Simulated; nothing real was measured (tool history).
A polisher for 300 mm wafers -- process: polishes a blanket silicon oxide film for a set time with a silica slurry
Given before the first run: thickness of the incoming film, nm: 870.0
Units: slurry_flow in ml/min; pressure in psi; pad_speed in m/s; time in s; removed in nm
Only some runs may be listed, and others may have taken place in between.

run 1 hour=0.0 | slurry_flow=130 pressure=5.1 pad_speed=1.52 slurry_solids=1.0 time=36 | removed=147.440
run 2 hour=6.1 | slurry_flow=125 pressure=4.4 pad_speed=1.46 slurry_solids=1.0 time=36 | removed=124.880
run 3 hour=12.5 | slurry_flow=125 pressure=3.9 pad_speed=1.46 slurry_solids=1.0 time=36 | removed=110.840
run 4 hour=18.1 | slurry_flow=125 pressure=3.9 pad_speed=1.46 slurry_solids=1.0 time=32 | removed=96.944
run 5 hour=26.5 | slurry_flow=125 pressure=2.6 pad_speed=1.46 slurry_solids=1.0 time=32 | removed=66.666
run 6 hour=34.8 | slurry_flow=125 pressure=2.3 pad_speed=1.46 slurry_solids=1.0 time=32 | removed=59.776
run 7 hour=43.5 | slurry_flow=125 pressure=2.4 pad_speed=1.46 slurry_solids=1.0 time=32 | removed=61.449
run 8 hour=48.2 | slurry_flow=125 pressure=2.5 pad_speed=1.46 slurry_solids=1.0 time=32 | removed=65.300

Run 9 is up next; what results do you expect?
run 9 hour=56.3 | slurry_flow=125 pressure=2.6 pad_speed=1.46 slurry_solids=1.0 time=32 | removed=?

Run 9 produced removed 66.823 nm.
